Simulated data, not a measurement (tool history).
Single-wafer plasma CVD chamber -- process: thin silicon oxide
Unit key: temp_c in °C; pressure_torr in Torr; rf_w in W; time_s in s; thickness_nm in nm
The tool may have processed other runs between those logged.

| run | hour | temp_c | pressure_torr | rf_w | time_s | thickness_nm |
|---|---|---|---|---|---|---|
| 1 | 0 | 385 | 0.59 | 335 | 4.35 | 6.5164 |
| 2 | 2.2 | 385 | 0.59 | 355 | 4.35 | 6.6036 |
| 3 | 3.3 | 376 | 0.59 | 355 | 4.35 | 6.6957 |
| 4 | 4.9 | 376 | 0.57 | 355 | 4.35 | 6.4918 |
| 5 | 7.2 | 376 | 0.553 | 355 | 4.35 | 6.3482 |
| 6 | 12 | 376 | 0.553 | 315 | 4.35 | 6.1131 |
| 7 | 15.6 | 377 | 0.543 | 315 | 4.35 | 6.1034 |
| 8 | 22.4 | 377 | 0.532 | 315 | 4.35 | 5.9256 |
| 9 | 25.1 | 377 | 0.526 | 315 | 4.35 | 5.8922 |

Run 10, settings as shown, results not yet in. Your forecast:
| 10 | 27.4 | 377 | 0.526 | 315 | 4.35 | ? |

{"run 10": {"thickness_nm": 5.8774}}
